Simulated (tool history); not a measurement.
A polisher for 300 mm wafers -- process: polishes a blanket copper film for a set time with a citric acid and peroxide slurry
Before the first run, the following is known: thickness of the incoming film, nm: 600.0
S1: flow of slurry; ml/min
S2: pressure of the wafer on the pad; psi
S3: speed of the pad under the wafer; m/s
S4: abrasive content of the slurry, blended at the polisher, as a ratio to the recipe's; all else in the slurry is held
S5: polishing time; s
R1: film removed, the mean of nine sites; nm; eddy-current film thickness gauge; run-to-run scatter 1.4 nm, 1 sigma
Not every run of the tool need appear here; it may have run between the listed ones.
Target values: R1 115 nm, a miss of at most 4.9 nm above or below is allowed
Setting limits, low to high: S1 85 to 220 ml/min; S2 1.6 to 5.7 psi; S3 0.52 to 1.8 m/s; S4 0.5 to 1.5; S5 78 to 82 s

{"run": 1, "day": 0.0, "S1": 140, "S2": 3.6, "S3": 1.16, "S4": 1, "S5": 78, "R1": 243.08}
{"run": 2, "day": 0.146, "S1": 140, "S2": 3.2, "S3": 1.12, "S4": 1, "S5": 78, "R1": 217.19}
{"run": 3, "day": 0.438, "S1": 140, "S2": 2.9, "S3": 1.06, "S4": 1, "S5": 78, "R1": 185.4}
{"run": 4, "day": 0.567, "S1": 140, "S2": 2.9, "S3": 1.06, "S4": 1.15, "S5": 78, "R1": 196.32}
{"run": 5, "day": 0.921, "S1": 140, "S2": 2.7, "S3": 1.02, "S4": 1.15, "S5": 78, "R1": 174.32}
{"run": 6, "day": 1.021, "S1": 140, "S2": 2.5, "S3": 1, "S4": 1.15, "S5": 78, "R1": 163.79}
{"run": 7, "day": 1.15, "S1": 140, "S2": 2.3, "S3": 0.98, "S4": 1.15, "S5": 78, "R1": 148.39}
{"run": 8, "day": 1.275, "S1": 130, "S2": 1.6, "S3": 0.96, "S4": 1.15, "S5": 78, "R1": 108.62}

Exactly one of the 5 candidate moves below puts every result within its allowed miss. Which one?
{"run": "A", "day": 1.4, "S1": 90, "S2": 1.7, "S3": 1.1, "S4": 1.2, "S5": 78, "R1": "?"}
{"run": "B", "day": 1.4, "S1": 100, "S2": 2, "S3": 1.1, "S4": 0.7, "S5": 82, "R1": "?"}
{"run": "C", "day": 1.4, "S1": 125, "S2": 2, "S3": 0.64, "S4": 1.25, "S5": 82, "R1": "?"}
{"run": "D", "day": 1.4, "S1": 135, "S2": 1.9, "S3": 0.94, "S4": 1.2, "S5": 80, "R1": "?"}
{"run": "E", "day": 1.4, "S1": 165, "S2": 1.8, "S3": 0.68, "S4": 1.15, "S5": 79, "R1": "?"}

move=A R1=116.22
move=B R1=126.38
move=C R1=105.46
move=D R1=129.23
move=E R1=100.64
A: in spec on every target
B: pushes the last run's worst result past its target
C: misses by more than the last run did
D: pushes the last run's worst result past its target
E: misses by more than the last run did
The move that meets every target is A.
